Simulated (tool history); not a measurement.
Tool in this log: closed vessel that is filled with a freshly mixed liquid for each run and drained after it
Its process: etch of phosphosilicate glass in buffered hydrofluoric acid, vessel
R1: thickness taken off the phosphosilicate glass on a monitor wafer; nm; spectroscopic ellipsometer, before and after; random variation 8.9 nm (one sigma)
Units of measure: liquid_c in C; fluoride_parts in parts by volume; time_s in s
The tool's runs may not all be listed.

run 1 hour=0 | liquid_c=24 fluoride_parts=10.5 time_s=105 | R1=633.96
run 2 hour=3.4 | liquid_c=25.5 fluoride_parts=10.5 time_s=105 | R1=686.3
run 3 hour=9.3 | liquid_c=25.5 fluoride_parts=13.5 time_s=105 | R1=539.52
run 4 hour=10.5 | liquid_c=25.5 fluoride_parts=13.5 time_s=105 | R1=538.03
run 5 hour=16.9 | liquid_c=27 fluoride_parts=12 time_s=105 | R1=667.48
run 6 hour=20.9 | liquid_c=28 fluoride_parts=11 time_s=105 | R1=759.49
run 7 hour=23.6 | liquid_c=29 fluoride_parts=10 time_s=105 | R1=866.29
run 8 hour=29.2 | liquid_c=32 fluoride_parts=7 time_s=105 | R1=1425.9
run 9 hour=38.1 | liquid_c=31.5 fluoride_parts=7 time_s=105 | R1=1398.3

Run 10 comes next. What will it give?
run 10 hour=42.8 | liquid_c=31 fluoride_parts=7 time_s=105 | R1=?

R1: 1360.4 nm
